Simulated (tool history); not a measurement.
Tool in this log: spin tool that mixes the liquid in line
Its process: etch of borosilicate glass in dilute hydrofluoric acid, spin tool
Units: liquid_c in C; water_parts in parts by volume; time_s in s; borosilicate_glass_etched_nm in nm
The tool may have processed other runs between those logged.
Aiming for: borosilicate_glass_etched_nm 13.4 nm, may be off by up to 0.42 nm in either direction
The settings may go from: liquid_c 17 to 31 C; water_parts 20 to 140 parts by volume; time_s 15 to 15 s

run 1 hour=0 | liquid_c=23 water_parts=75 time_s=15 | borosilicate_glass_etched_nm=3.801
run 2 hour=3.8 | liquid_c=23 water_parts=75 time_s=15 | borosilicate_glass_etched_nm=3.7673
run 3 hour=5.4 | liquid_c=23 water_parts=75 time_s=15 | borosilicate_glass_etched_nm=3.7288
run 4 hour=11.5 | liquid_c=24 water_parts=70 time_s=15 | borosilicate_glass_etched_nm=4.1783
run 5 hour=15 | liquid_c=25 water_parts=65 time_s=15 | borosilicate_glass_etched_nm=4.7823
run 6 hour=22.4 | liquid_c=25.5 water_parts=60 time_s=15 | borosilicate_glass_etched_nm=5.3147
run 7 hour=27.7 | liquid_c=26 water_parts=55 time_s=15 | borosilicate_glass_etched_nm=5.9611
run 8 hour=33.7 | liquid_c=26.5 water_parts=50 time_s=15 | borosilicate_glass_etched_nm=6.6456
run 9 hour=36.5 | liquid_c=27 water_parts=45 time_s=15 | borosilicate_glass_etched_nm=7.6322
run 10 hour=41.9 | liquid_c=27.5 water_parts=40 time_s=15 | borosilicate_glass_etched_nm=8.9373
run 11 hour=49 | liquid_c=27.5 water_parts=40 time_s=15 | borosilicate_glass_etched_nm=9.0232
run 12 hour=56.5 | liquid_c=28 water_parts=40 time_s=15 | borosilicate_glass_etched_nm=8.9418
run 13 hour=64.6 | liquid_c=31 water_parts=20 time_s=15 | borosilicate_glass_etched_nm=20.974
run 14 hour=68.6 | liquid_c=30.5 water_parts=20 time_s=15 | borosilicate_glass_etched_nm=20.544
run 15 hour=71.1 | liquid_c=30 water_parts=20 time_s=15 | borosilicate_glass_etched_nm=20.271

Which one of the following 5 next-run settings gets every result inside its allowed miss? There is exactly one.
run A hour=73.6 | liquid_c=27.5 water_parts=30 time_s=15 | borosilicate_glass_etched_nm=?
run B hour=73.6 | liquid_c=28.5 water_parts=30 time_s=15 | borosilicate_glass_etched_nm=?
run C hour=73.6 | liquid_c=29 water_parts=30 time_s=15 | borosilicate_glass_etched_nm=?
run D hour=73.6 | liquid_c=27 water_parts=25 time_s=15 | borosilicate_glass_etched_nm=?
run E hour=73.6 | liquid_c=30 water_parts=30 time_s=15 | borosilicate_glass_etched_nm=?

move=A borosilicate_glass_etched_nm=11.94
move=B borosilicate_glass_etched_nm=12.435
move=C borosilicate_glass_etched_nm=12.689
move=D borosilicate_glass_etched_nm=14.142
move=E borosilicate_glass_etched_nm=13.209
A: carries the result that was furthest off beyond its target, to the other side
B: carries the result that was furthest off beyond its target, to the other side
C: carries the result that was furthest off beyond its target, to the other side
D: gains on the last run, yet a result remains outside its allowed miss
E: each result inside its tolerance
Move E is the one to make.
